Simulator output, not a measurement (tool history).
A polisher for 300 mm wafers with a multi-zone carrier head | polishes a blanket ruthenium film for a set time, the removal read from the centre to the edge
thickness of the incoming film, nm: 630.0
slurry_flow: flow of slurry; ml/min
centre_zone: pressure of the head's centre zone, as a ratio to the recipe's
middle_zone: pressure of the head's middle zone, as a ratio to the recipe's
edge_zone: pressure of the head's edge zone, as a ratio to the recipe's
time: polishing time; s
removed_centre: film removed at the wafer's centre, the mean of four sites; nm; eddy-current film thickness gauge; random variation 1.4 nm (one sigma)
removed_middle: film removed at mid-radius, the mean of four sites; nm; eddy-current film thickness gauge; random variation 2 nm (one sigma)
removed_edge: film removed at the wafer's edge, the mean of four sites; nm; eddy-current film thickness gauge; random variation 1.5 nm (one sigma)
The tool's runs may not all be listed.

{"run": 1, "hour": 0.0, "slurry_flow": 235, "centre_zone": 1, "middle_zone": 1, "edge_zone": 1, "time": 87, "removed_centre": 107.33, "removed_middle": 108.97, "removed_edge": 113.44}
{"run": 2, "hour": 8.3, "slurry_flow": 235, "centre_zone": 1, "middle_zone": 1, "edge_zone": 1, "time": 74, "removed_centre": 92.609, "removed_middle": 93.826, "removed_edge": 93.501}
{"run": 3, "hour": 17.3, "slurry_flow": 235, "centre_zone": 1, "middle_zone": 1.02, "edge_zone": 1.02, "time": 80, "removed_centre": 101.79, "removed_middle": 105, "removed_edge": 102.56}
{"run": 4, "hour": 22.1, "slurry_flow": 235, "centre_zone": 1, "middle_zone": 1.02, "edge_zone": 1.02, "time": 73, "removed_centre": 91.589, "removed_middle": 95.14, "removed_edge": 92.439}
{"run": 5, "hour": 23.4, "slurry_flow": 255, "centre_zone": 1, "middle_zone": 1.02, "edge_zone": 1.02, "time": 73, "removed_centre": 92.864, "removed_middle": 97.208, "removed_edge": 96.467}
{"run": 6, "hour": 27.3, "slurry_flow": 205, "centre_zone": 1, "middle_zone": 1.02, "edge_zone": 1.02, "time": 73, "removed_centre": 88.922, "removed_middle": 95.045, "removed_edge": 92.765}

The next listed run, before its measurement:
{"run": 7, "hour": 31.8, "slurry_flow": 270, "centre_zone": 0.98, "middle_zone": 1.07, "edge_zone": 1.12, "time": 97, "removed_centre": "?", "removed_middle": "?", "removed_edge": "?"}

Run 7 gave removed_centre 123.9 nm, removed_middle 134.06 nm, removed_edge 130.31 nm.

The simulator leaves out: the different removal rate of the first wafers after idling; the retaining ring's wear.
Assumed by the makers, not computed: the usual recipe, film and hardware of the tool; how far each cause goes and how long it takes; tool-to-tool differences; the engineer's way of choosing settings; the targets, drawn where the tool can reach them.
